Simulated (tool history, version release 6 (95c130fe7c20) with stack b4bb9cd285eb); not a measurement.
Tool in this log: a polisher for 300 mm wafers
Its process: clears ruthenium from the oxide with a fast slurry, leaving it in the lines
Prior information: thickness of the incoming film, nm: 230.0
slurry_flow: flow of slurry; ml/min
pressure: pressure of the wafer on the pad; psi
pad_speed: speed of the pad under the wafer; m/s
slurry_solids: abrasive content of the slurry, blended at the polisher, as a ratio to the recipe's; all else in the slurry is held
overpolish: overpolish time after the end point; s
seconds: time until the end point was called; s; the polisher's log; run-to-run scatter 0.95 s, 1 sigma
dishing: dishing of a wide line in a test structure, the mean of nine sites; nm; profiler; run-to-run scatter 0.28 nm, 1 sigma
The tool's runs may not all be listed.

Run 1, hour 0: slurry_flow 190 ml/min, pressure 1.8 psi, pad_speed 1 m/s, slurry_solids 1, overpolish 14 s. Result: seconds 89.12 s, dishing 30.86 nm.
Run 2, hour 2.3: slurry_flow 190 ml/min, pressure 1.8 psi, pad_speed 1 m/s, slurry_solids 0.85, overpolish 14 s. Result: seconds 97.111 s, dishing 28.846 nm.
Run 3, hour 6.6: slurry_flow 195 ml/min, pressure 1.8 psi, pad_speed 1 m/s, slurry_solids 0.85, overpolish 13 s. Result: seconds 96.026 s, dishing 26.885 nm.
Run 4, hour 9.6: slurry_flow 220 ml/min, pressure 1.8 psi, pad_speed 1 m/s, slurry_solids 0.85, overpolish 13 s. Result: seconds 95.232 s, dishing 26.862 nm.
Run 5, hour 14.6: slurry_flow 245 ml/min, pressure 1.8 psi, pad_speed 1 m/s, slurry_solids 0.85, overpolish 13 s. Result: seconds 93.295 s, dishing 27.637 nm.
Run 6, hour 20.5: slurry_flow 245 ml/min, pressure 1.8 psi, pad_speed 0.84 m/s, slurry_solids 0.85, overpolish 13 s. Result: seconds 110.31 s, dishing 23.142 nm.
Run 7, hour 25.9: slurry_flow 245 ml/min, pressure 1.9 psi, pad_speed 0.84 m/s, slurry_solids 0.85, overpolish 12 s. Result: seconds 108.16 s, dishing 23.439 nm.
Run 8, hour 28.6: slurry_flow 250 ml/min, pressure 2 psi, pad_speed 0.86 m/s, slurry_solids 0.85, overpolish 11 s. Result: seconds 99.819 s, dishing 22.051 nm.
Run 9, hour 31.6: slurry_flow 250 ml/min, pressure 2.1 psi, pad_speed 0.86 m/s, slurry_solids 0.85, overpolish 11 s. Result: seconds 95.836 s, dishing 23.078 nm.
Run 10, hour 36.1: slurry_flow 250 ml/min, pressure 2.2 psi, pad_speed 0.86 m/s, slurry_solids 0.85, overpolish 10 s. Result: seconds 95.069 s, dishing 21.225 nm.
Run 11, hour 44.1: slurry_flow 250 ml/min, pressure 2.3 psi, pad_speed 0.86 m/s, slurry_solids 0.85, overpolish 10 s. Result: seconds 91.793 s, dishing 22.004 nm.
Run 12, hour 49.2: slurry_flow 250 ml/min, pressure 2.4 psi, pad_speed 0.86 m/s, slurry_solids 0.85, overpolish 10 s. Result: seconds 89.748 s, dishing 23.245 nm.
Run 13, hour 50.2: slurry_flow 260 ml/min, pressure 2.7 psi, pad_speed 0.9 m/s, slurry_solids 0.85, overpolish 5 s. Result: seconds 76.188 s, dishing 13.277 nm.
Run 14, hour 52.6: slurry_flow 260 ml/min, pressure 2.6 psi, pad_speed 0.9 m/s, slurry_solids 0.85, overpolish 6 s. Result: seconds 78.199 s, dishing 15.727 nm.
Run 15, hour 56.5: slurry_flow 250 ml/min, pressure 2.3 psi, pad_speed 1.04 m/s, slurry_solids 0.85, overpolish 9 s. Result: seconds 75.895 s, dishing 24.751 nm.

Run 16 has not been measured yet. What should we expect?
Run 16, hour 63.8: slurry_flow 245 ml/min, pressure 2.3 psi, pad_speed 1.04 m/s, slurry_solids 0.85, overpolish 9 s. Result: seconds ?, dishing ?.

For run 16 the tool returned seconds 75.74 s, dishing 24.626 nm.

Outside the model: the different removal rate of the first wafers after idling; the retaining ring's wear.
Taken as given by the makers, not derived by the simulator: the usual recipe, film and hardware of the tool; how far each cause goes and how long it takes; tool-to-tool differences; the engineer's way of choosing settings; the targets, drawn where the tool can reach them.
